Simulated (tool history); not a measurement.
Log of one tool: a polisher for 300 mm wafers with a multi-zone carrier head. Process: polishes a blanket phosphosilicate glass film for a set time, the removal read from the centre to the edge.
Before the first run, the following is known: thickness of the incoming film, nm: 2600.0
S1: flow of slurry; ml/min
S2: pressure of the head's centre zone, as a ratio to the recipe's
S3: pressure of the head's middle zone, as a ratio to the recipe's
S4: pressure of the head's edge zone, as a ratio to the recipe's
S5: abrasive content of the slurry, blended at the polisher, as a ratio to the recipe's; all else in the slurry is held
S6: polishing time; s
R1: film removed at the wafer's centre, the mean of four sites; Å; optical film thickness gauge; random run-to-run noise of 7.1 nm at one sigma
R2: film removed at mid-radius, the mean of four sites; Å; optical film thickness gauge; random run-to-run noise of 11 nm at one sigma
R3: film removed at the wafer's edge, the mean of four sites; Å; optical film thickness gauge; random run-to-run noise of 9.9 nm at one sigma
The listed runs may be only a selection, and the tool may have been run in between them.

run,day,S1,S2,S3,S4,S5,S6,R1,R2,R3
1,0.000,185,1.00,1.00,1.00,1.00,80,7290.4,7504.6,7610.5
2,0.350,190,1.00,1.02,1.02,1.10,82,8001.7,8173.6,8271.6
3,0.388,195,0.98,1.04,1.04,1.15,84,8287.7,8723.2,8969.0
4,0.425,195,0.98,1.04,1.04,1.30,84,8746.6,9355.6,9342.3
5,0.508,195,1.04,1.04,1.04,1.30,84,9302.5,9467.3,9375.5
6,0.767,200,1.03,1.06,1.06,1.35,85,9517.6,9644.7,9728.4
7,1.083,205,1.01,1.08,1.06,1.35,87,9540.0,10257.0,10168.0
8,1.408,215,1.01,1.10,1.07,1.35,88,9805.3,10363.0,10243.0
9,1.717,215,1.01,1.10,1.07,1.35,88,9777.5,10560.0,10243.0
10,2.075,220,1.00,1.11,1.08,1.35,89,9861.7,10921.0,10438.0
11,2.238,220,0.99,1.12,1.09,1.35,90,9857.6,11030.0,10569.0
12,2.308,220,0.98,1.13,1.10,1.35,91,9988.7,11035.0,10840.0
13,2.662,220,0.98,1.13,1.10,1.35,91,9923.4,11258.0,10748.0
14,2.879,225,0.98,1.13,1.11,1.35,92,10037.0,11563.0,10752.0
15,3.167,220,0.98,1.14,1.11,1.35,93,10049.0,11376.0,10959.0
16,3.242,225,0.97,1.14,1.12,1.35,93,10157.0,11537.0,11205.0
17,3.308,230,0.97,1.15,1.13,1.35,93,10082.0,11691.0,11189.0
# day 3.496: slurry nozzle cleaned
18,3.496,235,0.97,1.15,1.14,1.35,93,10655.0,12260.0,11614.0
19,3.554,240,0.96,1.15,1.15,1.35,93,10587.0,12269.0,11612.0

Estimate the outcome of run 20 from the log above:
20,3.867,245,0.95,1.15,1.16,1.35,93,?,?,?

R1: 10510.0 Å
R2: 12449.0 Å
R3: 11779.0 Å
